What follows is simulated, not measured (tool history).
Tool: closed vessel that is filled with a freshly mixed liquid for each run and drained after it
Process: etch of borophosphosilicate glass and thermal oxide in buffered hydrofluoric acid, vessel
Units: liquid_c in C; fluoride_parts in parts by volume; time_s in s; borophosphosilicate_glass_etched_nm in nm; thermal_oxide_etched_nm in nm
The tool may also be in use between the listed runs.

run	hour	liquid_c	fluoride_parts	time_s	borophosphosilicate_glass_etched_nm	thermal_oxide_etched_nm
1	0.0	21.0	16.5	60	89.664	29.670
2	2.6	17.5	16.5	60	73.661	24.522
3	3.6	19.0	15.0	60	87.776	29.440
4	8.1	19.0	15.0	45	66.149	22.006
5	13.7	19.0	15.0	70	103.450	34.406
# hour 18.1: hydrofluoric acid flow meter replaced
6	18.1	19.0	17.5	70	96.672	32.095
7	23.9	20.5	16.0	70	114.410	38.010
8	28.9	21.5	15.0	70	129.330	42.779
9	33.9	22.5	14.5	70	141.320	46.962
10	42.3	23.5	14.0	70	153.240	51.058

Run 11 comes next. What will it give?
11	51.6	24.0	13.5	70	?	?

borophosphosilicate_glass_etched_nm: 164.180 nm
thermal_oxide_etched_nm: 55.083 nm
